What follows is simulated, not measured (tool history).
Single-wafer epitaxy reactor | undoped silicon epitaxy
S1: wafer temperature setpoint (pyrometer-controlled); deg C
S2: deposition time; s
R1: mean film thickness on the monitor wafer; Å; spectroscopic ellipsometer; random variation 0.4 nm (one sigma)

run  hour   S1   S2      R1
  1   0.0  670  426  1257.9
  2   6.8  674  426  1374.2
  3   7.8  672  426  1321.0
  4  16.6  670  426  1251.0
  5  25.6  670  465  1378.5
  6  27.2  665  465  1221.5
  7  34.8  665  465  1216.0
  8  37.0  664  465  1189.0
  9  43.5  663  465  1159.3
 10  44.9  662  465  1135.7
 11  52.0  661  465  1097.7
 12  55.0  660  465  1083.1

Forecast run 13:
 13  57.4  660  465   ?

R1: 1084.5 Å

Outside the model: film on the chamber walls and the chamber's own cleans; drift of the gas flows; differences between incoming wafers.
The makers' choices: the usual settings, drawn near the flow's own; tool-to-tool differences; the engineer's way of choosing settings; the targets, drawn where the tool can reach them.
